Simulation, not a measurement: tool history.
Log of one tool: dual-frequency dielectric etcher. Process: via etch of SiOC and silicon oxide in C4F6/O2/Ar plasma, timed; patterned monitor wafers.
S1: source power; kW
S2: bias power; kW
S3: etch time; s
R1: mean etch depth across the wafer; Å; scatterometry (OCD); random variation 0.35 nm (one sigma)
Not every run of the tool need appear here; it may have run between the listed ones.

run,day,S1,S2,S3,R1
1,0.000,0.260,0.219,51.0,480.92
2,0.054,0.270,0.222,51.0,488.57
3,0.383,0.270,0.222,51.0,491.89
4,0.538,0.280,0.224,51.0,498.09
5,0.683,0.280,0.224,51.0,495.04
6,0.775,0.280,0.188,51.0,473.44
7,1.104,0.290,0.193,51.0,478.84

Run 8 has not been measured yet. What should we expect?
8,1.146,0.300,0.200,51.0,?

{"run 8": {"R1": 491.12}}
